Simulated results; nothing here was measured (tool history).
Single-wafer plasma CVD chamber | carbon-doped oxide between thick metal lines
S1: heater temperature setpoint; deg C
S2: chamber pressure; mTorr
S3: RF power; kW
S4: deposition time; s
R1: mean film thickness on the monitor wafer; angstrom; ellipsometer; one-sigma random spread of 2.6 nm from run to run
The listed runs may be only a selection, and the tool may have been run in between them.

Run 1, day 0: S1 370 deg C, S2 5880 mTorr, S3 0.64 kW, S4 108 s. Result: R1 6111.2 angstrom.
Run 2, day 0.342: S1 370 deg C, S2 6510 mTorr, S3 0.64 kW, S4 108 s. Result: R1 6181.4 angstrom.
Run 3, day 0.496: S1 370 deg C, S2 6510 mTorr, S3 0.64 kW, S4 108 s. Result: R1 6161.7 angstrom.
Run 4, day 0.729: S1 370 deg C, S2 6510 mTorr, S3 0.59 kW, S4 108 s. Result: R1 5795.9 angstrom.
Run 5, day 0.883: S1 370 deg C, S2 6510 mTorr, S3 0.59 kW, S4 102 s. Result: R1 5499.6 angstrom.
Run 6, day 1.162: S1 370 deg C, S2 6470 mTorr, S3 0.575 kW, S4 102 s. Result: R1 5404.7 angstrom.

What does the tool deliver on the next run?
Run 7, day 1.304: S1 370 deg C, S2 6440 mTorr, S3 0.565 kW, S4 102 s. Result: R1 ?.

Run 7 measured R1 5381.1 angstrom.
